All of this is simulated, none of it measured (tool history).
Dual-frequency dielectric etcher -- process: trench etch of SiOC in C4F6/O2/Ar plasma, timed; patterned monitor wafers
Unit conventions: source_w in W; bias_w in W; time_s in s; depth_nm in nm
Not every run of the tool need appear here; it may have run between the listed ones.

run 1 day=0.000 | source_w=310 bias_w=138 time_s=8.0 | depth_nm=15.229
run 2 day=0.183 | source_w=310 bias_w=138 time_s=8.0 | depth_nm=15.167
run 3 day=0.438 | source_w=310 bias_w=138 time_s=7.5 | depth_nm=14.255
run 4 day=0.812 | source_w=310 bias_w=138 time_s=7.5 | depth_nm=14.309
run 5 day=1.033 | source_w=310 bias_w=154 time_s=7.5 | depth_nm=14.729
run 6 day=1.075 | source_w=310 bias_w=167 time_s=7.5 | depth_nm=15.235
run 7 day=1.267 | source_w=270 bias_w=158 time_s=7.5 | depth_nm=14.057

The next listed run, before its measurement:
run 8 day=1.600 | source_w=240 bias_w=155 time_s=7.5 | depth_nm=?

{"run 8": {"depth_nm": 13.409}}
